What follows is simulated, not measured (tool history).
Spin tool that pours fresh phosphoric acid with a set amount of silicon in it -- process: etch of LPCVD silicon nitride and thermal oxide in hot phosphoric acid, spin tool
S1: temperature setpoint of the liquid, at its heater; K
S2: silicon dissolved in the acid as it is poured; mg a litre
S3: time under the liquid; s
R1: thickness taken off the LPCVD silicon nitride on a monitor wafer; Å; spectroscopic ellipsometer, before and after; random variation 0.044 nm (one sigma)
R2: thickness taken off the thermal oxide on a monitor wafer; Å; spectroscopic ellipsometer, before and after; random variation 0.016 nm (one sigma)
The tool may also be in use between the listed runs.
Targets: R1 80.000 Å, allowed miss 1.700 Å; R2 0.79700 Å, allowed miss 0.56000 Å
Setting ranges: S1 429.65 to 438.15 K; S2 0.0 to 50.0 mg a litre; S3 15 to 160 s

| run | hour | S1 | S2 | S3 | R1 | R2 |
|---|---|---|---|---|---|---|
| 1 | 0.0 | 433.15 | 29.5 | 80 | 71.833 | 1.13560 |
| 2 | 2.5 | 434.65 | 29.5 | 80 | 75.720 | 1.53340 |
| 3 | 4.7 | 434.65 | 45.5 | 80 | 76.205 | 0.43596 |
| 4 | 8.7 | 434.65 | 45.5 | 100 | 94.032 | 0.67394 |
| 5 | 16.1 | 434.65 | 45.5 | 135 | 127.410 | 0.79657 |
| 6 | 19.9 | 433.65 | 42.5 | 125 | 114.750 | 0.94631 |
| 7 | 24.0 | 433.65 | 40.5 | 90 | 82.834 | 0.56958 |
| 8 | 31.0 | 433.65 | 38.5 | 90 | 81.655 | 0.73699 |
| 9 | 32.7 | 433.65 | 38.0 | 90 | 83.089 | 0.71502 |
| 10 | 35.3 | 433.65 | 38.0 | 90 | 82.270 | 0.53271 |
| 11 | 39.7 | 433.65 | 36.0 | 90 | 82.462 | 0.91112 |

Below are 4 possible settings for the next run. Only one of them brings all results inside the allowed miss of their targets. Which is it?
| A | 44.1 | 432.65 | 40.0 | 95 | ? | ? |
| B | 44.1 | 435.15 | 38.5 | 90 | ? | ? |
| C | 44.1 | 436.15 | 39.0 | 80 | ? | ? |
| D | 44.1 | 434.65 | 20.0 | 90 | ? | ? |

| move | R1 | R2 |
|---|---|---|
| A | 84.299 | 0.82804 |
| B | 86.832 | 1.03790 |
| C | 79.790 | 0.96257 |
| D | 85.397 | 2.12210 |
A: further off than the last run
B: further off than the last run
C: every result within its allowed miss
D: further off than the last run
C is the move that brings every result within its allowed miss.
